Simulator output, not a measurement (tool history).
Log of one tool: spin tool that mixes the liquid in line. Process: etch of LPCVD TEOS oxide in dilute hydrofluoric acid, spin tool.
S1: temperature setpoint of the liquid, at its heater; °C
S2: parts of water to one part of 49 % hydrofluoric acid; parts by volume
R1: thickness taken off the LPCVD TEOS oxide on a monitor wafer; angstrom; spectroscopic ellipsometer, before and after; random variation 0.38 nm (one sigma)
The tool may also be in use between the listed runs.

{"run": 1, "day": 0.0, "S1": 25.0, "S2": 50, "time under the liquid (s)": 115, "R1": 457.81}
{"run": 2, "day": 0.204, "S1": 25.0, "S2": 50, "time under the liquid (s)": 125, "R1": 505.43}
{"run": 3, "day": 0.225, "S1": 25.0, "S2": 40, "time under the liquid (s)": 125, "R1": 638.36}
{"run": 4, "day": 0.288, "S1": 25.0, "S2": 40, "time under the liquid (s)": 125, "R1": 635.39}
{"run": 5, "day": 0.546, "S1": 23.0, "S2": 40, "time under the liquid (s)": 125, "R1": 587.6}
{"run": 6, "day": 0.825, "S1": 22.0, "S2": 40, "time under the liquid (s)": 125, "R1": 570.05}
{"run": 7, "day": 1.146, "S1": 21.0, "S2": 40, "time under the liquid (s)": 125, "R1": 545.75}
{"run": 8, "day": 1.221, "S1": 21.0, "S2": 40, "time under the liquid (s)": 125, "R1": 540.74}
{"run": 9, "day": 1.512, "S1": 17.0, "S2": 50, "time under the liquid (s)": 125, "R1": 358.12}
{"run": 10, "day": 1.738, "S1": 17.5, "S2": 50, "time under the liquid (s)": 125, "R1": 366.02}

Run 11 comes next. What will it give?
{"run": 11, "day": 1.988, "S1": 18.0, "S2": 50, "time under the liquid (s)": 125, "R1": "?"}

{"run 11": {"R1": 373.43}}

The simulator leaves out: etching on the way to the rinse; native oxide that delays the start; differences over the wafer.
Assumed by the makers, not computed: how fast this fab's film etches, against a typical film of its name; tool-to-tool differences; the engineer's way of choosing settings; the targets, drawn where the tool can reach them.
